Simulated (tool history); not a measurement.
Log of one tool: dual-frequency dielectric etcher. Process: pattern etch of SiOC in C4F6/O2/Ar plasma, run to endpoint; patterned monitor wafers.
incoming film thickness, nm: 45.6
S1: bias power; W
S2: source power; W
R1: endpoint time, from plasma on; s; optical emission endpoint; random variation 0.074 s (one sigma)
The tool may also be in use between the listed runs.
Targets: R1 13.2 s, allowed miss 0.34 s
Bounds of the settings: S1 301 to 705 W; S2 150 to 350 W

Run 1, hour 0: S1 503 W, S2 250 W. Result: R1 16.404 s.
Run 2, hour 0.9: S1 503 W, S2 210 W. Result: R1 17.952 s.
Run 3, hour 8: S1 572 W, S2 210 W. Result: R1 16.737 s.
Run 4, hour 14.8: S1 602 W, S2 220 W. Result: R1 15.788 s.
Run 5, hour 20: S1 522 W, S2 220 W. Result: R1 17.16 s.
Run 6, hour 25.5: S1 566 W, S2 220 W. Result: R1 16.3 s.
Run 7, hour 31.9: S1 596 W, S2 230 W. Result: R1 15.443 s.
Run 8, hour 34.2: S1 619 W, S2 230 W. Result: R1 15.167 s.

5 next moves are on the table. One of them brings every result within its allowed miss. Which?
Run A, hour 36.5: S1 624 W, S2 270 W. Result: R1 ?.
Run B, hour 36.5: S1 654 W, S2 260 W. Result: R1 ?.
Run C, hour 36.5: S1 700 W, S2 270 W. Result: R1 ?.
Run D, hour 36.5: S1 683 W, S2 240 W. Result: R1 ?.
Run E, hour 36.5: S1 690 W, S2 240 W. Result: R1 ?.

move      R1
   A  13.987
   B  13.861
   C  13.128
   D   14.04
   E  13.961
A: nearer than the last run, and not there yet
B: nearer than the last run, and not there yet
C: meets every target
D: nearer than the last run, and not there yet
E: nearer than the last run, and not there yet
Move C is the one to make.
